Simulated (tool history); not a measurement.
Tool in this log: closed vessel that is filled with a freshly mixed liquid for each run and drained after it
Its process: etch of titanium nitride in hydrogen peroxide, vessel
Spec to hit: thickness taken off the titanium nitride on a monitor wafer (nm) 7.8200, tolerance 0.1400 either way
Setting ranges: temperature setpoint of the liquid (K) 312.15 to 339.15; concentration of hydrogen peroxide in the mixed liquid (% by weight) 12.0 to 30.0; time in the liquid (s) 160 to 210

run,hour,temperature setpoint of the liquid (K),concentration of hydrogen peroxide in the mixed liquid (% by weight),time in the liquid (s),thickness taken off the titanium nitride on a monitor wafer (nm)
1,0.0,328.15,20.5,210,19.7880
2,6.0,325.65,20.5,210,16.6130
3,14.8,325.65,20.5,160,12.8260
4,15.7,325.65,16.5,160,12.2930
5,23.4,324.65,16.5,160,11.4380
6,27.7,324.65,19.0,160,11.6670
7,35.3,323.65,19.0,160,10.8850
8,37.6,323.15,19.0,160,10.4630
9,40.6,322.65,19.0,160,10.0790
# hour 43.3: new drum of peroxide connected
10,43.3,322.15,19.0,160,9.8541
11,52.7,321.65,19.0,160,9.4941
12,55.7,321.15,19.0,160,9.1900
13,63.2,320.65,19.0,160,8.8295
14,68.3,320.15,19.0,160,8.4930
15,77.1,319.65,19.0,160,8.2130

Exactly one of the 4 candidate moves below puts every result within its allowed miss. Which one?
A,85.9,314.65,19.5,210,?
B,85.9,319.15,13.5,185,?
C,85.9,318.15,22.0,160,?
D,85.9,317.15,14.0,195,?

move,thickness taken off the titanium nitride on a monitor wafer (nm)
A,7.4933
B,8.5633
C,7.6271
D,7.8359
A: carries the result that was furthest off beyond its target, to the other side
B: the biggest miss grows against the last run
C: carries the result that was furthest off beyond its target, to the other side
D: in spec on every target
Answer: D

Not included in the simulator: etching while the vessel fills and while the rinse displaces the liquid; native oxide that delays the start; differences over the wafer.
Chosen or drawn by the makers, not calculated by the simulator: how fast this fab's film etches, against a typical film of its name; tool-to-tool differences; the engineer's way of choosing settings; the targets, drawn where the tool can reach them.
